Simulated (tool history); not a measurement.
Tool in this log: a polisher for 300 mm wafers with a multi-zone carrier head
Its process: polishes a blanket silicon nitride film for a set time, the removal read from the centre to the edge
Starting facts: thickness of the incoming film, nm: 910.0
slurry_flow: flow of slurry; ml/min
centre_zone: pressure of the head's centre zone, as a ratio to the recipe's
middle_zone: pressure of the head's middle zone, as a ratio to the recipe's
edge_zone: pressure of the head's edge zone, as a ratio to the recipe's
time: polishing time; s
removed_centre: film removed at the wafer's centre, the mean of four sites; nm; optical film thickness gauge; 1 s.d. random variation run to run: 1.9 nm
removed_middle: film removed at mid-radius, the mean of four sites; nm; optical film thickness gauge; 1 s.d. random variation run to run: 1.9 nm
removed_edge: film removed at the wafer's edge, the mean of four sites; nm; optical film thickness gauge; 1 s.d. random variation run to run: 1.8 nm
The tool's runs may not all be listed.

run 1 day=0 | slurry_flow=240 centre_zone=1 middle_zone=1 edge_zone=1 time=84 | removed_centre=181.72 removed_middle=185.7 removed_edge=182.97
run 2 day=0.125 | slurry_flow=240 centre_zone=1 middle_zone=1 edge_zone=1.08 time=84 | removed_centre=179.43 removed_middle=184.25 removed_edge=185.39
run 3 day=0.283 | slurry_flow=245 centre_zone=1.01 middle_zone=0.98 edge_zone=1.09 time=87 | removed_centre=188.67 removed_middle=186.89 removed_edge=193.37
run 4 day=0.525 | slurry_flow=245 centre_zone=1.01 middle_zone=0.98 edge_zone=1.09 time=72 | removed_centre=156.55 removed_middle=155.02 removed_edge=159.31
run 5 day=0.796 | slurry_flow=290 centre_zone=1.01 middle_zone=0.98 edge_zone=1.09 time=72 | removed_centre=163.84 removed_middle=157.99 removed_edge=160.81
-- day=1.012 slurry nozzle cleaned
run 6 day=1.012 | slurry_flow=340 centre_zone=1.01 middle_zone=0.98 edge_zone=1.09 time=72 | removed_centre=173.1 removed_middle=171.19 removed_edge=170.82
run 7 day=1.117 | slurry_flow=340 centre_zone=1.02 middle_zone=0.97 edge_zone=1.1 time=76 | removed_centre=185.39 removed_middle=177.04 removed_edge=179.73
run 8 day=1.429 | slurry_flow=340 centre_zone=1.03 middle_zone=0.96 edge_zone=1.11 time=79 | removed_centre=196.92 removed_middle=185.52 removed_edge=189.8
run 9 day=1.571 | slurry_flow=340 centre_zone=1.04 middle_zone=0.95 edge_zone=1.12 time=81 | removed_centre=202.06 removed_middle=185.54 removed_edge=195.48
run 10 day=1.625 | slurry_flow=340 centre_zone=1.05 middle_zone=0.94 edge_zone=1.13 time=83 | removed_centre=210.72 removed_middle=185.26 removed_edge=197.46
run 11 day=1.788 | slurry_flow=295 centre_zone=1.04 middle_zone=0.86 edge_zone=1.19 time=106 | removed_centre=260.87 removed_middle=221.5 removed_edge=254.31

The next listed run, before its measurement:
run 12 day=1.908 | slurry_flow=300 centre_zone=1.04 middle_zone=0.86 edge_zone=1.19 time=106 | removed_centre=? removed_middle=? removed_edge=?

{"run 12": {"removed_centre": 260.4, "removed_middle": 219.33, "removed_edge": 257.44}}
